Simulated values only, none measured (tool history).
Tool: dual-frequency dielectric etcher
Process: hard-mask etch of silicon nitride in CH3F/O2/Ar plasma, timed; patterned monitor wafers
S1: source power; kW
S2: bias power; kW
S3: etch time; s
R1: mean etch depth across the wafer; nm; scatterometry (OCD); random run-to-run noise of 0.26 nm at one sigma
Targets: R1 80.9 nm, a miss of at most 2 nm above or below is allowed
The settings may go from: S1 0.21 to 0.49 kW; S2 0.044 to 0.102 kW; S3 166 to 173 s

run  hour    S1     S2     S3      R1
  1     0  0.35  0.073    166  117.04
  2   3.1  0.35  0.073    166  116.33
  3  10.9  0.32  0.066    166  105.29
  4    18  0.32  0.066    173   109.7
  5    23  0.35  0.066    173  114.39
  6  25.6  0.32  0.061  172.5  104.68
  7  34.2   0.3  0.058    172  98.152
  8  35.9  0.28  0.056    172  93.187
  9    38  0.27  0.055    172  90.166
 10  39.7  0.26  0.055    172  88.261
 11  47.1  0.21  0.049  170.5  72.197
 12  52.4  0.22  0.049  170.5  74.139

Which single option among these 5 for the next run brings every result within its allowed miss of target? Just one does.
  A  57.7  0.26  0.049    168   ?
  B  57.7  0.21  0.044    169   ?
  C  57.7  0.21  0.049  167.5   ?
  D  57.7  0.27  0.044    166   ?
  E  57.7  0.21  0.045    170   ?

move      R1
   A  80.136
   B  66.409
   C  71.049
   D  75.044
   E  67.909
A: hits every target within its allowed miss
B: moves away from the targets compared with the last run
C: moves away from the targets compared with the last run
D: closes in on the targets versus the last run, not all within tolerance yet
E: moves away from the targets compared with the last run
The right move is A.
